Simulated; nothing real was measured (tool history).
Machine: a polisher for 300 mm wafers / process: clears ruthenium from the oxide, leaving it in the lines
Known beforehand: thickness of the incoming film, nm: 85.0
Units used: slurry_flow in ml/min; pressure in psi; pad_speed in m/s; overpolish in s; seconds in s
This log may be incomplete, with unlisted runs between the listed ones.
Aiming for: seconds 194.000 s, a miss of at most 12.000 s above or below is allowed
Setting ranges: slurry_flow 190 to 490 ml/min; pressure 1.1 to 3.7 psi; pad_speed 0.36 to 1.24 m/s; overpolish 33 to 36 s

{"run": 1, "hour": 0.0, "slurry_flow": 315, "pressure": 2.4, "pad_speed": 0.8, "overpolish": 33, "seconds": 87.537}
{"run": 2, "hour": 4.0, "slurry_flow": 235, "pressure": 2.4, "pad_speed": 0.8, "overpolish": 33, "seconds": 92.369}
{"run": 3, "hour": 11.0, "slurry_flow": 235, "pressure": 2.0, "pad_speed": 0.8, "overpolish": 33, "seconds": 101.96}
{"run": 4, "hour": 15.7, "slurry_flow": 230, "pressure": 1.7, "pad_speed": 0.7, "overpolish": 33, "seconds": 135.75}
{"run": 5, "hour": 22.4, "slurry_flow": 230, "pressure": 1.7, "pad_speed": 0.7, "overpolish": 36, "seconds": 133.67}
{"run": 6, "hour": 28.2, "slurry_flow": 230, "pressure": 1.7, "pad_speed": 0.7, "overpolish": 33, "seconds": 133.97}
{"run": 7, "hour": 37.1, "slurry_flow": 225, "pressure": 1.1, "pad_speed": 0.58, "overpolish": 33, "seconds": 226.81}
{"run": 8, "hour": 45.9, "slurry_flow": 225, "pressure": 1.2, "pad_speed": 0.58, "overpolish": 33, "seconds": 211.32}

Of the 5 settings listed for the next run, only one would bring every result within its allowed miss of target. Which one?
{"run": "A", "hour": 54.7, "slurry_flow": 190, "pressure": 1.6, "pad_speed": 0.62, "overpolish": 36, "seconds": "?"}
{"run": "B", "hour": 54.7, "slurry_flow": 230, "pressure": 1.5, "pad_speed": 0.66, "overpolish": 34, "seconds": "?"}
{"run": "C", "hour": 54.7, "slurry_flow": 365, "pressure": 1.1, "pad_speed": 0.5, "overpolish": 33, "seconds": "?"}
{"run": "D", "hour": 54.7, "slurry_flow": 235, "pressure": 1.3, "pad_speed": 0.66, "overpolish": 36, "seconds": "?"}
{"run": "E", "hour": 54.7, "slurry_flow": 245, "pressure": 1.3, "pad_speed": 0.58, "overpolish": 36, "seconds": "?"}

move=A seconds=166.950
move=B seconds=161.210
move=C seconds=252.960
move=D seconds=179.050
move=E seconds=201.800
A: carries the result that was furthest off beyond its target, to the other side
B: carries the result that was furthest off beyond its target, to the other side
C: its largest miss is bigger than the last run's
D: carries the result that was furthest off beyond its target, to the other side
E: all results land within tolerance of their targets
Move E is the one to make.
